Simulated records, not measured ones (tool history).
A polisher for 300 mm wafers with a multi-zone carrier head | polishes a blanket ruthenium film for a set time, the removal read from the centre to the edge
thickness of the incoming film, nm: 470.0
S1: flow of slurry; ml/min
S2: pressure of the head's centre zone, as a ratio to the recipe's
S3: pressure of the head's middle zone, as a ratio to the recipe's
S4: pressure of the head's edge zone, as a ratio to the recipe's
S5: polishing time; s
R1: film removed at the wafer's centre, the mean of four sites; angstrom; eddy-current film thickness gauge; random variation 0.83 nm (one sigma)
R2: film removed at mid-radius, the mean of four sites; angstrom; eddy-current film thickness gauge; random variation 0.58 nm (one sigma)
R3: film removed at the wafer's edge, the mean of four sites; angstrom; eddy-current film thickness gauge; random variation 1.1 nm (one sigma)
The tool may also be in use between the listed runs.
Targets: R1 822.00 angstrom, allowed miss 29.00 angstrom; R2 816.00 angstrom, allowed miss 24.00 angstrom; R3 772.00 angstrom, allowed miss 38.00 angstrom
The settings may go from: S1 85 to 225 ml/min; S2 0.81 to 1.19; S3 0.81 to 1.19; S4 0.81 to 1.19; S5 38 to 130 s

run 1 hour=0.0 | S1=145 S2=1.00 S3=1.00 S4=1.00 S5=84 | R1=1245.10 R2=1251.60 R3=1258.60
run 2 hour=8.6 | S1=145 S2=1.00 S3=0.99 S4=0.96 S5=75 | R1=1101.90 R2=1113.00 R3=1134.00
run 3 hour=12.6 | S1=170 S2=1.00 S3=0.99 S4=0.96 S5=75 | R1=1114.60 R2=1121.10 R3=1160.60
run 4 hour=14.0 | S1=170 S2=1.00 S3=0.99 S4=1.03 S5=75 | R1=1126.90 R2=1146.20 R3=1193.30
run 5 hour=16.7 | S1=155 S2=1.00 S3=0.99 S4=1.03 S5=75 | R1=1110.00 R2=1119.00 R3=1160.50
run 6 hour=19.7 | S1=140 S2=1.02 S3=1.01 S4=1.00 S5=69 | R1=1024.80 R2=1041.70 R3=1056.70
run 7 hour=26.6 | S1=130 S2=1.04 S3=1.02 S4=0.97 S5=64 | R1=934.15 R2=959.07 R3=930.83
run 8 hour=27.4 | S1=120 S2=1.05 S3=1.02 S4=0.95 S5=62 | R1=913.50 R2=909.85 R3=875.07
run 9 hour=30.4 | S1=115 S2=1.05 S3=1.02 S4=0.93 S5=61 | R1=889.41 R2=885.88 R3=886.97
run 10 hour=38.6 | S1=110 S2=1.06 S3=1.03 S4=0.92 S5=59 | R1=852.82 R2=861.63 R3=818.42
run 11 hour=42.9 | S1=105 S2=1.06 S3=1.03 S4=0.91 S5=59 | R1=833.97 R2=841.40 R3=803.50
run 12 hour=44.8 | S1=100 S2=1.06 S3=1.03 S4=0.91 S5=59 | R1=835.39 R2=832.21 R3=799.24

4 next moves are on the table. One of them brings every result within its allowed miss. Which?
run A hour=46.7 | S1=100 S2=1.02 S3=0.98 S4=0.92 S5=60 | R1=? R2=? R3=?
run B hour=46.7 | S1=110 S2=1.06 S3=1.00 S4=0.93 S5=61 | R1=? R2=? R3=?
run C hour=46.7 | S1=85 S2=1.13 S3=1.09 S4=0.93 S5=57 | R1=? R2=? R3=?
run D hour=46.7 | S1=130 S2=0.98 S3=0.94 S4=0.97 S5=58 | R1=? R2=? R3=?

move=A R1=818.18 R2=823.57 R3=829.36
move=B R1=886.82 R2=870.29 R3=859.27
move=C R1=822.57 R2=821.60 R3=768.66
move=D R1=810.38 R2=813.69 R3=851.73
A: further off than the last run
B: further off than the last run
C: meets every target
D: further off than the last run
Answer: C
